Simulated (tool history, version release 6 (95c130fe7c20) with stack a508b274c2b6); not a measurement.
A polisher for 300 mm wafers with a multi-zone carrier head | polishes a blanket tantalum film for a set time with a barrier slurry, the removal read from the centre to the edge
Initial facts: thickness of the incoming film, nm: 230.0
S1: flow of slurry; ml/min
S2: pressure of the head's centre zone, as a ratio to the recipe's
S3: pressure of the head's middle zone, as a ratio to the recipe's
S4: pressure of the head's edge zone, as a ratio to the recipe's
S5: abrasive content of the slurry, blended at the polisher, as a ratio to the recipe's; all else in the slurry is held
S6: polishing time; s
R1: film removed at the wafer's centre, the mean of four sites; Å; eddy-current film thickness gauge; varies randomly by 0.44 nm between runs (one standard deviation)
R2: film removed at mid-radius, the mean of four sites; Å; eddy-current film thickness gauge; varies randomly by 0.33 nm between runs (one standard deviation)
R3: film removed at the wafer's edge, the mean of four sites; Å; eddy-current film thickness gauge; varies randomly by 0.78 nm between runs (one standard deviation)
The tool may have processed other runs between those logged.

run	day	S1	S2	S3	S4	S5	S6	R1	R2	R3
1	0.000	185	1.00	1.00	1.00	1.00	42	858.54	842.22	862.55
2	0.196	185	1.00	0.96	1.00	1.00	42	861.55	817.15	859.41
3	0.396	180	0.99	0.95	0.96	0.90	40	791.63	757.90	810.48
4	0.467	190	1.00	0.97	0.94	0.80	37	725.70	700.74	713.84
5	0.812	190	1.00	1.02	0.94	0.80	37	731.80	730.81	700.31
6	0.867	190	1.00	1.02	0.94	0.70	37	713.39	723.72	677.88
7	0.904	190	1.00	1.02	0.94	0.70	37	716.02	723.26	701.50
8	1.042	195	1.00	1.00	0.92	0.65	35	667.01	661.77	648.42
# day 1.358: slurry nozzle cleaned
9	1.358	160	0.97	0.92	0.82	0.50	33	613.68	580.96	577.88
10	1.433	155	0.96	0.92	0.82	0.50	32	584.35	570.24	561.40

What does the tool deliver on the next run?
11	1.762	125	0.97	0.90	0.81	0.50	32	?	?	?

R1: 567.97 Å
R2: 531.73 Å
R3: 540.35 Å
